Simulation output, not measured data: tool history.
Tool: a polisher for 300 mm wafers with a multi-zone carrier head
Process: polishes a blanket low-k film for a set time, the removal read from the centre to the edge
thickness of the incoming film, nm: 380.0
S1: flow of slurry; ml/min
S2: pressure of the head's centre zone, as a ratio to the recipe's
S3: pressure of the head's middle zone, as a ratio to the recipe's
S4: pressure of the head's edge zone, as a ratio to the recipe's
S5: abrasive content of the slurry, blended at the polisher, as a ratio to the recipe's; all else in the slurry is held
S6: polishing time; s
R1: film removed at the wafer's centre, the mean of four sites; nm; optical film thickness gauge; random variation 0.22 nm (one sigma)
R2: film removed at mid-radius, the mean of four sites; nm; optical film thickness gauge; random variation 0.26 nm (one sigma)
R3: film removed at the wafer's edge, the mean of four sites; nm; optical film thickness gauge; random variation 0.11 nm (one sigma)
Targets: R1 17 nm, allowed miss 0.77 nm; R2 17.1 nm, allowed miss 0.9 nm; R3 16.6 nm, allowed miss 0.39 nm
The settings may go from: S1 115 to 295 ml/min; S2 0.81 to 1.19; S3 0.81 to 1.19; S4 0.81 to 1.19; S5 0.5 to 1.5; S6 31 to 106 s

run 1 day=0 | S1=190 S2=1 S3=1 S4=1 S5=1 S6=68 | R1=34.362 R2=34.359 R3=33.634
run 2 day=0.117 | S1=190 S2=1 S3=0.93 S4=1 S5=1 S6=68 | R1=35.253 R2=32.709 R3=33.837
run 3 day=0.283 | S1=190 S2=1 S3=0.93 S4=1.08 S5=1 S6=68 | R1=33.889 R2=32.135 R3=34.845
run 4 day=0.371 | S1=185 S2=0.98 S3=0.94 S4=1.03 S5=0.85 S6=60 | R1=27.566 R2=26.016 R3=27.749
run 5 day=0.579 | S1=180 S2=0.96 S3=0.96 S4=0.99 S5=0.75 S6=56 | R1=24.192 R2=23.353 R3=23.35
run 6 day=0.717 | S1=170 S2=0.93 S3=0.95 S4=0.97 S5=0.7 S6=55 | R1=21.541 R2=21.436 R3=21.868
run 7 day=1.079 | S1=165 S2=0.92 S3=0.95 S4=0.93 S5=0.65 S6=54 | R1=19.957 R2=19.963 R3=19.911
run 8 day=1.129 | S1=160 S2=0.91 S3=0.94 S4=0.9 S5=0.6 S6=54 | R1=18.441 R2=18.524 R3=18.451
run 9 day=1.304 | S1=155 S2=0.91 S3=0.94 S4=0.88 S5=0.6 S6=54 | R1=18.284 R2=18.176 R3=18.32
run 10 day=1.375 | S1=155 S2=0.91 S3=0.95 S4=0.86 S5=0.6 S6=54 | R1=18.604 R2=18.504 R3=18.158
run 11 day=1.567 | S1=150 S2=0.9 S3=0.95 S4=0.85 S5=0.6 S6=54 | R1=17.933 R2=18.446 R3=17.935
run 12 day=1.746 | S1=150 S2=0.9 S3=0.95 S4=0.85 S5=0.6 S6=54 | R1=17.864 R2=18.77 R3=18.182

Which of these 4 next moves meets every target?
run A day=1.925 | S1=125 S2=0.86 S3=0.86 S4=0.92 S5=0.85 S6=49 | R1=? R2=? R3=?
run B day=1.925 | S1=155 S2=0.88 S3=0.91 S4=0.87 S5=0.55 S6=54 | R1=? R2=? R3=?
run C day=1.925 | S1=140 S2=0.83 S3=0.81 S4=0.96 S5=0.65 S6=47 | R1=? R2=? R3=?
run D day=1.925 | S1=210 S2=0.92 S3=0.95 S4=0.89 S5=0.55 S6=50 | R1=? R2=? R3=?

move=A R1=18.604 R2=18.692 R3=20.226
move=B R1=16.85 R2=17.297 R3=17.175
move=C R1=15.255 R2=14.972 R3=17.242
move=D R1=17.102 R2=17.431 R3=16.646
A: further off than the last run
B: nearer than the last run, and not there yet
C: nearer than the last run, and not there yet
D: meets every target
Move D is the one to make.
